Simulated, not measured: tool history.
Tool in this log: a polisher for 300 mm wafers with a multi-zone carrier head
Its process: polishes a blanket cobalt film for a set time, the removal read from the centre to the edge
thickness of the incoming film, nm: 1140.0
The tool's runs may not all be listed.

run	day	flow of slurry (ml/min)	pressure of the head's centre zone	pressure of the head's middle zone	pressure of the head's edge zone	polishing time (s)	film removed at the wafer's centre (nm)	film removed at mid-radius (nm)	film removed at the wafer's edge (nm)
1	0	135	1	1	1	36	116.89	115.46	113.19
2	0.196	135	1	1	1.08	36	117.54	116.25	118.97
3	0.388	135	1	1	1.12	36	116.97	115.82	120.38
4	0.696	130	0.98	1	1.09	34	108.73	108.33	112.91
5	1.067	130	0.96	1.01	1.06	32	99.43	102.65	105.4
6	1.142	130	0.96	0.97	1.06	32	100.7	98.684	106.09
7	1.225	95	0.86	1.06	0.96	22	57.364	69.407	65.671
8	1.35	95	0.86	1.06	0.95	22	56.8	69.204	65.018

Run 9 is up next; what results do you expect?
9	1.612	95	0.86	1.06	0.94	22	?	?	?

Logged for run 9: film removed at the wafer's centre (nm) 56.593, film removed at mid-radius (nm) 69.786, film removed at the wafer's edge (nm) 65.176.
